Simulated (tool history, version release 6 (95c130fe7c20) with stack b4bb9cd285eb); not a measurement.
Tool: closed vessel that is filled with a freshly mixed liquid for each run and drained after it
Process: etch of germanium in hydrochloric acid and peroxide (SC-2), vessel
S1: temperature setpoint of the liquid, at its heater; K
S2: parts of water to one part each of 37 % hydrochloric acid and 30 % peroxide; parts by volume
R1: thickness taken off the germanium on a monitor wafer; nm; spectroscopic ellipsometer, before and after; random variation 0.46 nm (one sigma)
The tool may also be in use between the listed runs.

run 1 hour=0 | S1=328.15 S2=8.5 time_in_the_liquid_(s)=100 | R1=179.6
run 2 hour=4 | S1=332.15 S2=8.5 time_in_the_liquid_(s)=100 | R1=202.61
run 3 hour=8.7 | S1=329.65 S2=8.5 time_in_the_liquid_(s)=100 | R1=188.44
run 4 hour=14.1 | S1=327.65 S2=8.5 time_in_the_liquid_(s)=100 | R1=176.99
run 5 hour=17.2 | S1=334.15 S2=8.5 time_in_the_liquid_(s)=100 | R1=215.43
run 6 hour=21.6 | S1=334.15 S2=8.5 time_in_the_liquid_(s)=105 | R1=226.25
run 7 hour=29.8 | S1=330.65 S2=8.5 time_in_the_liquid_(s)=105 | R1=204.45
run 8 hour=37.8 | S1=328.15 S2=8.5 time_in_the_liquid_(s)=105 | R1=188.7

Run 9 comes next. What will it give?
run 9 hour=42 | S1=326.15 S2=8.5 time_in_the_liquid_(s)=105 | R1=?

Run 9 gave R1 177.93 nm.
